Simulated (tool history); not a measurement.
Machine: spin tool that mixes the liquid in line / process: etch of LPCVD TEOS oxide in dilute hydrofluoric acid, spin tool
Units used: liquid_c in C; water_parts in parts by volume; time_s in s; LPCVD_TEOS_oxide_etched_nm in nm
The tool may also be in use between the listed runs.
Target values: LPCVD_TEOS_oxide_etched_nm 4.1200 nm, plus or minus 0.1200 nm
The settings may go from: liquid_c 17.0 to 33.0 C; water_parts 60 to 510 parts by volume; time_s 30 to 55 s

run	hour	liquid_c	water_parts	time_s	LPCVD_TEOS_oxide_etched_nm
1	0.0	25.0	285	55	6.5074
2	4.4	23.0	285	55	5.9996
3	6.0	23.0	285	30	3.2869
4	12.0	23.0	215	30	4.6870
5	17.7	22.5	215	30	4.5464
6	24.3	22.0	215	30	4.4959
7	28.4	22.0	215	30	4.5224
# hour 31.4: hydrofluoric acid flow meter replaced
8	31.4	21.5	215	30	4.8846
9	37.1	21.5	260	30	3.8492
10	45.9	22.0	260	30	3.9340
11	51.4	22.5	260	30	3.9304

Which one of the following 4 next-run settings gets every result inside its allowed miss? There is exactly one.
A	56.9	20.5	255	30	?
B	56.9	19.5	350	50	?
C	56.9	24.0	395	45	?
D	56.9	22.5	275	30	?

move	LPCVD_TEOS_oxide_etched_nm
A	3.7970
B	4.0844
C	3.6552
D	3.7165
A: its largest miss is bigger than the last run's
B: each result inside its tolerance
C: its largest miss is bigger than the last run's
D: its largest miss is bigger than the last run's
So the answer is move B, the one that meets all the targets.
